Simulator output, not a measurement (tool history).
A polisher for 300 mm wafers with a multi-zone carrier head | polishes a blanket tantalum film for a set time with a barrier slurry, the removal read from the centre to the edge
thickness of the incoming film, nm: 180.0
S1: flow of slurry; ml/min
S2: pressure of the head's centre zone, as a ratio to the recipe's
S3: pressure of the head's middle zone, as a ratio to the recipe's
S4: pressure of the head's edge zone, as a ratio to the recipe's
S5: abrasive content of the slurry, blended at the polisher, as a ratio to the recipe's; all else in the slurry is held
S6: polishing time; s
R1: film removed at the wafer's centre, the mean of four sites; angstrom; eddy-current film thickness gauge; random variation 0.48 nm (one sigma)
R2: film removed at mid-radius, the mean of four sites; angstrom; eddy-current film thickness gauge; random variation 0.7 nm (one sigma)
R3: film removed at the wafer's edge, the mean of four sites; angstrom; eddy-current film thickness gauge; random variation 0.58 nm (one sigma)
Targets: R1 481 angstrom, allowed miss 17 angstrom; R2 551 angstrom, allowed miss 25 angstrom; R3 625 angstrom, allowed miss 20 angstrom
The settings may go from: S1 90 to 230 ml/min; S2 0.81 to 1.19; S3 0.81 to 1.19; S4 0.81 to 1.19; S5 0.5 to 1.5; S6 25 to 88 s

| run | hour | S1 | S2 | S3 | S4 | S5 | S6 | R1 | R2 | R3 |
|---|---|---|---|---|---|---|---|---|---|---|
| 1 | 0 | 150 | 1 | 1 | 1 | 1 | 56 | 505.44 | 513.75 | 531.03 |
| 2 | 7.4 | 155 | 0.96 | 1 | 1.06 | 1.05 | 56 | 505.62 | 525.34 | 549.95 |
| 3 | 14.8 | 140 | 0.91 | 0.99 | 1.1 | 1.15 | 57 | 489.77 | 541.05 | 584.12 |
| 4 | 17.7 | 170 | 0.91 | 0.99 | 1.1 | 1.15 | 57 | 510.82 | 568.82 | 599.91 |
| 5 | 26.3 | 170 | 0.91 | 0.99 | 1.1 | 1.15 | 49 | 440.22 | 483.2 | 513.66 |
| 6 | 34.4 | 170 | 0.91 | 0.99 | 1.16 | 1.15 | 49 | 438.39 | 486.13 | 532.31 |
| 7 | 39.1 | 175 | 0.89 | 0.97 | 1.17 | 1.25 | 50 | 448.68 | 482.22 | 555.73 |
| 8 | 45.2 | 175 | 0.89 | 0.97 | 1.17 | 1.25 | 50 | 454.55 | 493.87 | 555.74 |
| 9 | 48.6 | 200 | 0.83 | 0.97 | 1.19 | 1.5 | 51 | 453.57 | 551.82 | 605.77 |
| 10 | 57.3 | 200 | 0.84 | 0.96 | 1.19 | 1.5 | 51 | 462.71 | 542.82 | 618.02 |

Which of these 4 next moves meets every target?
| A | 66 | 195 | 0.81 | 0.96 | 1.18 | 1.5 | 50 | ? | ? | ? |
| B | 66 | 195 | 0.86 | 0.86 | 1.19 | 1.5 | 52 | ? | ? | ? |
| C | 66 | 225 | 0.84 | 0.93 | 1.14 | 1.45 | 53 | ? | ? | ? |
| D | 66 | 210 | 0.88 | 1.07 | 1.13 | 1.5 | 51 | ? | ? | ? |

| move | R1 | R2 | R3 |
|---|---|---|---|
| A | 428.15 | 532.02 | 604.12 |
| B | 472.69 | 504.82 | 631.91 |
| C | 476.78 | 554.96 | 632.92 |
| D | 480.42 | 600.49 | 606.01 |
A: further off than the last run
B: brings the result that was furthest off to its target, and leaves another outside
C: meets every target
D: brings the result that was furthest off to its target, and leaves another outside
Move C is the one to make.
